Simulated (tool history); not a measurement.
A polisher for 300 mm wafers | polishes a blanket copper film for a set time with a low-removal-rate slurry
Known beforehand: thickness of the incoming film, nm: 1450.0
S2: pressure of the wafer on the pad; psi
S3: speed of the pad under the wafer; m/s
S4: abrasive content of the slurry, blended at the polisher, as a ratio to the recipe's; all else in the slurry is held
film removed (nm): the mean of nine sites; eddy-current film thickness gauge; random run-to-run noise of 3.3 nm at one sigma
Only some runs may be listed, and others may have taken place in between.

Run 1, hour 0: flow of slurry (ml/min) 250, S2 2.7 psi, S3 1.18 m/s, S4 1, polishing time (s) 45. Result: film removed (nm) 152.13.
Run 2, hour 4.7: flow of slurry (ml/min) 250, S2 2.9 psi, S3 1.18 m/s, S4 1, polishing time (s) 45. Result: film removed (nm) 160.02.
Run 3, hour 6.2: flow of slurry (ml/min) 250, S2 2.9 psi, S3 1.36 m/s, S4 1, polishing time (s) 45. Result: film removed (nm) 176.39.
Run 4, hour 10.5: flow of slurry (ml/min) 250, S2 3.2 psi, S3 1.36 m/s, S4 1, polishing time (s) 45. Result: film removed (nm) 196.04.
Run 5, hour 19.1: flow of slurry (ml/min) 250, S2 3.2 psi, S3 1.36 m/s, S4 1, polishing time (s) 40. Result: film removed (nm) 172.38.
Run 6, hour 20.7: flow of slurry (ml/min) 250, S2 3.3 psi, S3 1.38 m/s, S4 1, polishing time (s) 40. Result: film removed (nm) 179.55.
Run 7, hour 23.9: flow of slurry (ml/min) 250, S2 3.4 psi, S3 1.4 m/s, S4 1, polishing time (s) 40. Result: film removed (nm) 184.22.
Run 8, hour 28.9: flow of slurry (ml/min) 250, S2 3.5 psi, S3 1.42 m/s, S4 1, polishing time (s) 40. Result: film removed (nm) 194.33.
Run 9, hour 29.9: flow of slurry (ml/min) 250, S2 3.6 psi, S3 1.44 m/s, S4 1, polishing time (s) 40. Result: film removed (nm) 199.86.
Run 10, hour 32.7: flow of slurry (ml/min) 250, S2 3.7 psi, S3 1.46 m/s, S4 1, polishing time (s) 40. Result: film removed (nm) 208.76.
Run 11, hour 37.9: flow of slurry (ml/min) 250, S2 3.8 psi, S3 1.46 m/s, S4 1, polishing time (s) 40. Result: film removed (nm) 208.94.

Run 12 is up next; what results do you expect?
Run 12, hour 44.2: flow of slurry (ml/min) 250, S2 3.8 psi, S3 1.48 m/s, S4 1, polishing time (s) 40. Result: film removed (nm) ?.

Run 12 measured film removed (nm) 213.72.

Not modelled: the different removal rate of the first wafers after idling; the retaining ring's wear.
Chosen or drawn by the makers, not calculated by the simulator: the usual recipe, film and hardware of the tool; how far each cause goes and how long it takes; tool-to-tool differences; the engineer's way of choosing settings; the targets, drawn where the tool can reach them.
